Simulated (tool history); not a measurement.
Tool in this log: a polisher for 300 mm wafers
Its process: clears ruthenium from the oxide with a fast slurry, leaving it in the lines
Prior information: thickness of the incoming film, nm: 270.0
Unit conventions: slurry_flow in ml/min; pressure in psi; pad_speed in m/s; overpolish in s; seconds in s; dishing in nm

{"run": 1, "hour": 0.0, "slurry_flow": 165, "pressure": 2.6, "pad_speed": 1.2, "slurry_solids": 1, "overpolish": 27, "seconds": 67.467, "dishing": 91.43}
{"run": 2, "hour": 8.6, "slurry_flow": 165, "pressure": 2.5, "pad_speed": 1.2, "slurry_solids": 1, "overpolish": 23, "seconds": 68.485, "dishing": 76.505}
{"run": 3, "hour": 11.9, "slurry_flow": 165, "pressure": 2.3, "pad_speed": 1.2, "slurry_solids": 1, "overpolish": 21, "seconds": 73.207, "dishing": 64.463}
{"run": 4, "hour": 14.4, "slurry_flow": 200, "pressure": 2.3, "pad_speed": 1.2, "slurry_solids": 1, "overpolish": 21, "seconds": 72.95, "dishing": 67.174}
{"run": 5, "hour": 15.3, "slurry_flow": 200, "pressure": 2.2, "pad_speed": 1.2, "slurry_solids": 1, "overpolish": 20, "seconds": 74.65, "dishing": 63.309}
{"run": 6, "hour": 16.5, "slurry_flow": 200, "pressure": 2.1, "pad_speed": 1.2, "slurry_solids": 1, "overpolish": 19, "seconds": 78.376, "dishing": 56.987}
{"run": 7, "hour": 24.5, "slurry_flow": 200, "pressure": 2, "pad_speed": 1.2, "slurry_solids": 1, "overpolish": 18, "seconds": 79.752, "dishing": 53.941}
{"run": 8, "hour": 29.3, "slurry_flow": 200, "pressure": 1.9, "pad_speed": 1.2, "slurry_solids": 1, "overpolish": 18, "seconds": 84.066, "dishing": 51.44}

What does the tool deliver on the next run?
{"run": 9, "hour": 32.1, "slurry_flow": 195, "pressure": 1.8, "pad_speed": 1.2, "slurry_solids": 1, "overpolish": 14, "seconds": "?", "dishing": "?"}

seconds: 84.163 s
dishing: 39.237 nm
